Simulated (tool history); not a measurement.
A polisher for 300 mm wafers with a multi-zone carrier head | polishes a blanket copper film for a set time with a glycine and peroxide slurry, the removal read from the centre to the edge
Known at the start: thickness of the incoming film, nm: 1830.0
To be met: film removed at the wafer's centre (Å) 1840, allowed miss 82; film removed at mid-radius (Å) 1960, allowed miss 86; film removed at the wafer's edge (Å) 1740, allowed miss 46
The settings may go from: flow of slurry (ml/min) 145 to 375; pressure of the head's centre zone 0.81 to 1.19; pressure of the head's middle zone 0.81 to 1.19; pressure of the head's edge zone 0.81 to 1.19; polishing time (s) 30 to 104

run  hour  flow of slurry (ml/min)  pressure of the head's centre zone  pressure of the head's middle zone  pressure of the head's edge zone  polishing time (s)  film removed at the wafer's centre (Å)  film removed at mid-radius (Å)  film removed at the wafer's edge (Å)
  1     0                      240                                   1                                   1                                 1                  67                                    2935                          2938.4                                3006.7
  2   8.8                      240                                   1                                   1                                 1                  83                                  3678.6                          3576.2                                3687.4
  3  14.9                      240                                   1                                1.01                              0.97                  75                                  3280.9                          3319.4                                3274.7
  4  22.9                      240                                1.04                                1.01                              0.97                  75                                  3366.9                          3339.2                                3284.2
  5  24.9                      240                                1.05                                1.01                              0.95                  68                                  3102.7                          3009.7                                2920.2
     32.7  -- edge zone pressure recalibrated
  6  32.7                      235                                1.04                                1.01                              0.93                  63                                  2875.9                          2768.3                                  2627
  7  39.7                      230                                1.01                                1.01                              0.91                  60                                  2659.2                          2636.9                                2480.8
  8  42.4                      225                                0.99                                1.01                              0.89                  57                                  2432.4                          2523.3                                2307.8
  9  50.7                      220                                0.98                                   1                              0.88                  55                                  2327.5                          2385.8                                2204.4
 10    54                      215                                0.97                                   1                              0.87                  53                                  2210.8                          2238.6                                2095.9
 11  62.6                      210                                0.96                                   1                              0.86                  52                                  2159.4                            2210                                2062.7
 12  65.3                      210                                0.96                                   1                              0.85                  51                                  2134.2                          2168.6                                1968.2
 13    71                      205                                0.95                                   1                              0.84                  51                                  2082.9                          2184.6                                1993.3
 14  73.3                      205                                0.95                                   1                              0.84                  50                                  2018.1                          2176.5                                1962.7
 15  80.9                      205                                0.95                                   1                              0.84                  49                                  1998.7                          2125.4                                1900.7
 16  87.3                      200                                0.95                                   1                              0.83                  49                                  1955.7                          2115.7                                1878.1
 17  91.9                      185                                0.96                                0.99                              0.81                  44                                  1768.1                          1840.2                                1676.5

4 next moves are on the table. One of them brings every result within its allowed miss. Which?
  A  96.5                      160                                0.91                                0.98                              0.87                  45                                       ?                               ?                                     ?
  B  96.5                      155                                0.99                                1.08                              0.86                  46                                       ?                               ?                                     ?
  C  96.5                      255                                1.05                                0.95                              0.82                  41                                       ?                               ?                                     ?
  D  96.5                      150                                0.92                                0.99                              0.85                  46                                       ?                               ?                                     ?

move  film removed at the wafer's centre (Å)  film removed at mid-radius (Å)  film removed at the wafer's edge (Å)
   A                                  1659.7                            1868                                1725.2
   B                                  1833.1                          1985.8                                1744.3
   C                                  1903.7                          1810.2                                1620.4
   D                                  1687.4                          1890.8                                  1727
A: further off than the last run
B: meets every target
C: further off than the last run
D: brings the result that was furthest off to its target, and leaves another outside
Move B is the one to make.
